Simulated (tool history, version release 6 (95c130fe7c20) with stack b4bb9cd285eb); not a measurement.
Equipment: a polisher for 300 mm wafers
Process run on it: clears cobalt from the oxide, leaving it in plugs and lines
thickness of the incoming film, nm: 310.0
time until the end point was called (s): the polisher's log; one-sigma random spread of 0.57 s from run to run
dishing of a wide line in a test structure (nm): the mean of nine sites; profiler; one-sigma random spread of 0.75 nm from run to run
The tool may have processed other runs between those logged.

| run | hour | flow of slurry (ml/min) | pressure of the wafer on the pad (psi) | speed of the pad under the wafer (cm/s) | overpolish time after the end point (s) | time until the end point was called (s) | dishing of a wide line in a test structure (nm) |
|---|---|---|---|---|---|---|---|
| 1 | 0.0 | 245 | 2.4 | 112 | 23 | 42.607 | 44.819 |
| 2 | 7.1 | 245 | 1.9 | 112 | 23 | 52.232 | 42.931 |
| 3 | 9.9 | 245 | 1.9 | 86 | 23 | 67.002 | 41.769 |
| 4 | 14.2 | 245 | 2.0 | 86 | 20 | 63.396 | 40.751 |
| 5 | 20.0 | 245 | 2.1 | 86 | 19 | 61.680 | 39.996 |
| 6 | 24.3 | 245 | 2.2 | 86 | 19 | 58.650 | 41.973 |

What will run 7 give?
| 7 | 29.6 | 245 | 2.3 | 86 | 17 | ? | ? |

Run 7 yielded time until the end point was called (s) 56.084, dishing of a wide line in a test structure (nm) 39.568.

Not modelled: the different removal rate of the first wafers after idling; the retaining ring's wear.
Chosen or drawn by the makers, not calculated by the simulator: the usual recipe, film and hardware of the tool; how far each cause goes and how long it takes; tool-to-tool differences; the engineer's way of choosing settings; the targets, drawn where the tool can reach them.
